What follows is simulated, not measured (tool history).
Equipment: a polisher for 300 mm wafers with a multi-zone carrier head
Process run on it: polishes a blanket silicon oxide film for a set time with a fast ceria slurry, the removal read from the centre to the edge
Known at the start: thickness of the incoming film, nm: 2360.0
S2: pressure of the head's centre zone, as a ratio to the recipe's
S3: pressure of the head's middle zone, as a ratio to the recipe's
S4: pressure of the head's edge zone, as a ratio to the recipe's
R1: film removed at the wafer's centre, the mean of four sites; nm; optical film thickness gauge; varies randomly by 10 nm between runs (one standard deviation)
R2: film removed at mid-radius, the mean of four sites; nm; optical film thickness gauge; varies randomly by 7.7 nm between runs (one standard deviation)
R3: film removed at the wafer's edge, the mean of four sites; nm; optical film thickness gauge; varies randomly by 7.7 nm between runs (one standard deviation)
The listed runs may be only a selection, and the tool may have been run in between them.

run 1 hour=0.0 | flow_of_slurry_(ml/min)=260 S2=1.00 S3=1.00 S4=1.00 polishing_time_(s)=74 | R1=626.36 R2=634.17 R3=636.38
run 2 hour=8.6 | flow_of_slurry_(ml/min)=260 S2=1.00 S3=0.98 S4=1.03 polishing_time_(s)=76 | R1=648.41 R2=632.17 R3=655.74
run 3 hour=16.1 | flow_of_slurry_(ml/min)=260 S2=1.00 S3=0.98 S4=0.96 polishing_time_(s)=76 | R1=649.48 R2=634.35 R3=645.51
run 4 hour=18.0 | flow_of_slurry_(ml/min)=260 S2=1.00 S3=0.98 S4=0.96 polishing_time_(s)=85 | R1=724.06 R2=704.18 R3=710.90
run 5 hour=20.3 | flow_of_slurry_(ml/min)=260 S2=1.00 S3=0.98 S4=0.96 polishing_time_(s)=77 | R1=671.10 R2=644.08 R3=636.02
run 6 hour=26.1 | flow_of_slurry_(ml/min)=300 S2=1.00 S3=0.98 S4=0.96 polishing_time_(s)=77 | R1=658.85 R2=654.89 R3=651.10

What will run 7 give?
-- hour=29.3 worn pad replaced by a new one
run 7 hour=29.3 | flow_of_slurry_(ml/min)=365 S2=1.01 S3=0.88 S4=1.06 polishing_time_(s)=86 | R1=? R2=? R3=?

Run 7 measured R1 851.06 nm, R2 755.17 nm, R3 851.98 nm.
